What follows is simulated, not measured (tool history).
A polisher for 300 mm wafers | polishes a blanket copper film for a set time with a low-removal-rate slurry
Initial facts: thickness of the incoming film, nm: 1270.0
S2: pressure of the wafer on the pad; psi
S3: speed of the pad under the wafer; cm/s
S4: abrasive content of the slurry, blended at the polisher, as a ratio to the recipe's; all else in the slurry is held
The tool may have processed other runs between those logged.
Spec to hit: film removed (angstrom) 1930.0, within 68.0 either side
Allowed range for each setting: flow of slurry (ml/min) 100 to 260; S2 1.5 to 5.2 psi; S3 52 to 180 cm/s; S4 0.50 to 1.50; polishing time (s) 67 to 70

Run 1, day 0.000: flow of slurry (ml/min) 165, S2 3.3 psi, S3 116 cm/s, S4 1.00, polishing time (s) 67. Result: film removed (angstrom) 2790.0.
Run 2, day 0.179: flow of slurry (ml/min) 165, S2 4.1 psi, S3 116 cm/s, S4 1.00, polishing time (s) 67. Result: film removed (angstrom) 3139.8.
Run 3, day 0.554: flow of slurry (ml/min) 165, S2 4.1 psi, S3 116 cm/s, S4 0.85, polishing time (s) 67. Result: film removed (angstrom) 3096.3.
Run 4, day 0.792: flow of slurry (ml/min) 165, S2 3.3 psi, S3 116 cm/s, S4 0.85, polishing time (s) 67. Result: film removed (angstrom) 2693.2.
Run 5, day 0.954: flow of slurry (ml/min) 165, S2 3.3 psi, S3 102 cm/s, S4 0.85, polishing time (s) 67. Result: film removed (angstrom) 2408.1.
Run 6, day 1.058: flow of slurry (ml/min) 165, S2 3.1 psi, S3 102 cm/s, S4 0.85, polishing time (s) 67. Result: film removed (angstrom) 2324.4.
Run 7, day 1.412: flow of slurry (ml/min) 165, S2 3.0 psi, S3 102 cm/s, S4 0.85, polishing time (s) 67. Result: film removed (angstrom) 2312.6.
Run 8, day 1.542: flow of slurry (ml/min) 165, S2 2.9 psi, S3 102 cm/s, S4 0.85, polishing time (s) 67. Result: film removed (angstrom) 2201.4.
Run 9, day 1.833: flow of slurry (ml/min) 165, S2 2.8 psi, S3 102 cm/s, S4 0.85, polishing time (s) 67. Result: film removed (angstrom) 2203.3.
Run 10, day 1.879: flow of slurry (ml/min) 165, S2 2.7 psi, S3 102 cm/s, S4 0.85, polishing time (s) 67. Result: film removed (angstrom) 2154.3.
Run 11, day 2.225: flow of slurry (ml/min) 165, S2 2.6 psi, S3 102 cm/s, S4 0.85, polishing time (s) 67. Result: film removed (angstrom) 2111.7.
Run 12, day 2.583: flow of slurry (ml/min) 165, S2 2.5 psi, S3 102 cm/s, S4 0.85, polishing time (s) 67. Result: film removed (angstrom) 2074.6.

Below are 4 possible settings for the next run. Only one of them brings all results inside the allowed miss of their targets. Which is it?
Run A, day 2.942: flow of slurry (ml/min) 135, S2 2.6 psi, S3 112 cm/s, S4 0.85, polishing time (s) 68. Result: film removed (angstrom) ?.
Run B, day 2.942: flow of slurry (ml/min) 180, S2 2.3 psi, S3 108 cm/s, S4 0.80, polishing time (s) 70. Result: film removed (angstrom) ?.
Run C, day 2.942: flow of slurry (ml/min) 195, S2 2.4 psi, S3 90 cm/s, S4 1.00, polishing time (s) 67. Result: film removed (angstrom) ?.
Run D, day 2.942: flow of slurry (ml/min) 165, S2 2.6 psi, S3 96 cm/s, S4 0.80, polishing time (s) 70. Result: film removed (angstrom) ?.

move  film removed (angstrom)
   A                   2231.4
   B                   2179.2
   C                   1959.5
   D                   2087.4
A: lands further from the targets than the last run did
B: lands further from the targets than the last run did
C: meets every target
D: lands further from the targets than the last run did
Move C is the one to make.
